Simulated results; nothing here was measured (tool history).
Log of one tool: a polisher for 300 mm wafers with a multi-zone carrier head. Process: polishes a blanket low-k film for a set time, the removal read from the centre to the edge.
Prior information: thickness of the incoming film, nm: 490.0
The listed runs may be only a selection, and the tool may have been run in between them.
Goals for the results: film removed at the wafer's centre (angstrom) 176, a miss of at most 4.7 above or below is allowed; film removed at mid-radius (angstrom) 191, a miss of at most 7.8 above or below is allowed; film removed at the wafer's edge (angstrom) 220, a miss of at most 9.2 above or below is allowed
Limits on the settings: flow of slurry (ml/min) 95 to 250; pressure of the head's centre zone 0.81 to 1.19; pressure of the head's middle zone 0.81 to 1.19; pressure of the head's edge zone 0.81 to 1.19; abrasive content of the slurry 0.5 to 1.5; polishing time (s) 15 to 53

run  hour  flow of slurry (ml/min)  pressure of the head's centre zone  pressure of the head's middle zone  pressure of the head's edge zone  abrasive content of the slurry  polishing time (s)  film removed at the wafer's centre (angstrom)  film removed at mid-radius (angstrom)  film removed at the wafer's edge (angstrom)
  1     0                      160                                   1                                   1                                 1                               1                  34                                         162.42                                 164.95                                       164.31
  2   8.2                      165                                0.98                                0.99                              1.04                            1.05                  34                                         160.31                                  163.3                                       171.06
  3  14.6                      170                                0.97                                   1                              1.07                            1.15                  34                                         163.96                                 171.65                                       182.71
  4  16.8                      180                                0.97                                   1                               1.1                             1.2                  34                                         167.65                                 177.99                                       189.14
  5  24.6                      185                                0.96                                0.99                              1.12                            1.25                  34                                         173.62                                 180.33                                       188.49
  6  28.9                      165                                0.96                                   1                              1.14                             1.3                  34                                         169.12                                  177.5                                       195.39
  7    30                      160                                0.96                                1.01                              1.15                            1.35                  34                                         169.44                                 178.96                                       194.78
  8  33.2                      160                                0.94                                   1                              1.16                             1.4                  35                                          173.3                                 187.82                                       200.69
     38.1  -- slurry nozzle cleaned
  9  38.1                      145                                0.94                                   1                              1.17                             1.4                  36                                         190.87                                 205.07                                        216.8
 10  44.5                      165                                0.92                                0.97                              1.17                             1.4                  36                                         190.28                                 205.32                                       221.01
 11  51.3                      155                                0.91                                0.96                              1.17                            1.35                  36                                         187.21                                 202.21                                       220.11

Pick the move, out of 4, that brings all results within their allowed miss; only one does.
  A  58.1                      170                                0.92                                1.12                              1.05                             1.5                  35                                              ?                                      ?                                            ?
  B  58.1                      135                                0.84                                1.01                              1.18                             1.3                  38                                              ?                                      ?                                            ?
  C  58.1                      205                                0.89                                0.95                              1.12                             1.4                  37                                              ?                                      ?                                            ?
  D  58.1                      135                                0.88                                0.93                              1.19                             1.1                  39                                              ?                                      ?                                            ?

move  film removed at the wafer's centre (angstrom)  film removed at mid-radius (angstrom)  film removed at the wafer's edge (angstrom)
   A                                         191.62                                 225.93                                       210.34
   B                                         174.98                                 209.42                                       226.92
   C                                         196.95                                 210.48                                        229.5
   D                                         178.61                                 191.33                                       222.32
A: further off than the last run
B: puts the biggest miss on target and leaves a different result outside tolerance
C: further off than the last run
D: in spec on every target
So the answer is move D, the one that meets all the targets.
